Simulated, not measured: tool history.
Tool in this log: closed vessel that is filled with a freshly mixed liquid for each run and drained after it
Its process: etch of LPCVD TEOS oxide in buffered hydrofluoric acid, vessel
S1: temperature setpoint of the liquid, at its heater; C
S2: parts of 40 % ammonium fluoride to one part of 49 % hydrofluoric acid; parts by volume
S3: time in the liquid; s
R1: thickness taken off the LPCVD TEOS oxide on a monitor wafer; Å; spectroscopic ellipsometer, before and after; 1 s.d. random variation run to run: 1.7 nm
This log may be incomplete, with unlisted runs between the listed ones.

| run | hour | S1 | S2 | S3 | R1 |
|---|---|---|---|---|---|
| 1 | 0.0 | 24.0 | 20.0 | 105 | 1762.9 |
| 2 | 4.0 | 26.0 | 17.0 | 105 | 2312.0 |
| 3 | 8.6 | 27.5 | 15.5 | 105 | 2751.6 |
| 4 | 16.6 | 27.5 | 20.5 | 105 | 2084.3 |
| 5 | 19.5 | 27.5 | 20.5 | 105 | 2082.1 |
| 6 | 21.7 | 30.0 | 20.5 | 105 | 2410.8 |
| 7 | 24.4 | 30.5 | 18.0 | 105 | 2776.5 |
| 8 | 29.0 | 31.0 | 16.0 | 105 | 3195.4 |
| 9 | 36.5 | 31.0 | 14.5 | 105 | 3553.1 |
| 10 | 41.4 | 32.0 | 11.0 | 105 | 4820.8 |
| 11 | 42.5 | 32.0 | 11.0 | 105 | 4868.9 |
| 12 | 47.9 | 31.5 | 11.0 | 105 | 4754.7 |

Run 13 is up next; what results do you expect?
| 13 | 55.4 | 31.0 | 11.0 | 105 | ? |

{"run 13": {"R1": 4611.4}}
